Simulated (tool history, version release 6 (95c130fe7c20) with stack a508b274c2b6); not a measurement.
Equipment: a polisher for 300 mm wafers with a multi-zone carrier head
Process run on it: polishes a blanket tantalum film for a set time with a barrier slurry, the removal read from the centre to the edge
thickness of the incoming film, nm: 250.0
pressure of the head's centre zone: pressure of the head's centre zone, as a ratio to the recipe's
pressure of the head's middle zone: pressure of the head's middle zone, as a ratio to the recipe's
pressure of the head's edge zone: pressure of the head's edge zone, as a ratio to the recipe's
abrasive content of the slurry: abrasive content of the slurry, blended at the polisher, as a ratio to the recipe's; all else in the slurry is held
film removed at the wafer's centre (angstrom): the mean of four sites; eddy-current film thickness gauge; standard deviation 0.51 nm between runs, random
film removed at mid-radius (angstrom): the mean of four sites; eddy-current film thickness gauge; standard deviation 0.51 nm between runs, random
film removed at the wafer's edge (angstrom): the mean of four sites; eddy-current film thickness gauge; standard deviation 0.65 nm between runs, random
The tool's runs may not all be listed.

run	day	flow of slurry (ml/min)	pressure of the head's centre zone	pressure of the head's middle zone	pressure of the head's edge zone	abrasive content of the slurry	polishing time (s)	film removed at the wafer's centre (angstrom)	film removed at mid-radius (angstrom)	film removed at the wafer's edge (angstrom)
1	0	195	1	1	1	1	52	542.46	555.82	550.6
2	0.375	230	1	1	1	1	52	547.48	563.31	550.74
3	0.429	230	1.01	1.02	1.02	1.05	52	565.89	584.83	559.28
4	0.483	220	1.01	1.03	1.03	1.1	53	580.35	587.77	581.87
5	0.638	220	1.01	1.03	0.97	1.1	53	577.13	597.38	565.07
6	0.888	225	1.01	1.05	0.99	1.15	54	594.26	619.89	580.03
7	1.146	225	1	1.07	1.01	1.2	55	603.85	650.57	598.06
8	1.4	265	1	1.12	1.11	1.45	57	664.69	734.97	675.11
9	1.525	265	1	1.12	1.12	1.45	57	664.62	735.49	694.05
10	1.792	270	1	1.13	1.12	1.45	57	662.72	739.24	680.57
11	2.029	270	1	1.13	1.13	1.45	57	668.78	743.52	685.77
12	2.142	270	1	1.13	1.14	1.45	57	666.52	745.76	703.47

Run 13 is up next; what results do you expect?
13	2.392	270	1	1.13	1.14	1.45	57	?	?	?

film removed at the wafer's centre (angstrom): 666.9
film removed at mid-radius (angstrom): 739.69
film removed at the wafer's edge (angstrom): 708.54
